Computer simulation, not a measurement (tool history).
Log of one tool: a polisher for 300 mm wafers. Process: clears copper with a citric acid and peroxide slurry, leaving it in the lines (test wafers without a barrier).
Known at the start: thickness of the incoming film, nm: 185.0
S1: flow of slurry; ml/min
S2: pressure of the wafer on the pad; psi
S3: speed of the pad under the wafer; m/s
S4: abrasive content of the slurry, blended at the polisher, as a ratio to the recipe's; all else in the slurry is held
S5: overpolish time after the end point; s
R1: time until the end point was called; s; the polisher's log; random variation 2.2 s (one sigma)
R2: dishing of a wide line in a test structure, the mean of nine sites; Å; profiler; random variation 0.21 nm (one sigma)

| run | hour | S1 | S2 | S3 | S4 | S5 | R1 | R2 |
|---|---|---|---|---|---|---|---|---|
| 1 | 0 | 190 | 2.2 | 0.94 | 1 | 19 | 139.53 | 182.2 |
| 2 | 7.6 | 190 | 2.7 | 0.94 | 1 | 19 | 117.24 | 214.22 |
| 3 | 10.3 | 190 | 2.7 | 0.94 | 1.1 | 19 | 119.83 | 222.42 |
| 4 | 19.2 | 190 | 2.7 | 0.94 | 1.05 | 16 | 111.19 | 188.07 |
| 5 | 27.4 | 190 | 2.6 | 0.94 | 1.05 | 14 | 120.92 | 157.97 |
| 6 | 36.1 | 190 | 2.8 | 0.94 | 1.05 | 14 | 115.06 | 169.46 |
| 7 | 37.4 | 190 | 2.8 | 0.94 | 1.05 | 12 | 110.57 | 144.22 |
| 8 | 44.8 | 190 | 2.8 | 0.94 | 1.05 | 11 | 113.32 | 132.4 |

Run 9 comes next. What will it give?
| 9 | 52.4 | 190 | 2.8 | 0.94 | 1.05 | 10 | ? | ? |

Run 9 gave R1 113.74 s, R2 116.63 Å.
